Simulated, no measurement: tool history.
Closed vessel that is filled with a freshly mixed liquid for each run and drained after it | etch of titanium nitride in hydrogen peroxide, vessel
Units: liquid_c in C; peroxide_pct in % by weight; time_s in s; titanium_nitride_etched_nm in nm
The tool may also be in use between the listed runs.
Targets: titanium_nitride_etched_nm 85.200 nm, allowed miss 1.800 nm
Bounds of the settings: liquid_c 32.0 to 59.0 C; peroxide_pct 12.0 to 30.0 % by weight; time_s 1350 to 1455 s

run	hour	liquid_c	peroxide_pct	time_s	titanium_nitride_etched_nm
1	0.0	43.0	22.0	1350	70.021
2	7.3	36.5	22.0	1350	42.353
3	14.1	39.5	22.0	1350	53.829
4	17.9	39.5	20.0	1350	52.433
5	22.4	41.5	20.0	1350	61.447
6	24.8	43.0	20.0	1350	68.759
7	27.9	43.0	20.0	1350	68.645
8	36.9	46.5	20.0	1350	88.918

Which of these 4 next moves meets every target?
A	45.9	46.0	28.0	1390	?
B	45.9	44.5	18.5	1455	?
C	45.9	46.5	24.0	1360	?
D	45.9	45.5	16.0	1445	?

move	titanium_nitride_etched_nm
A	95.011
B	81.316
C	93.261
D	84.366
A: further off than the last run
B: takes the result that was furthest off past its target
C: further off than the last run
D: meets every target
The right move is D.
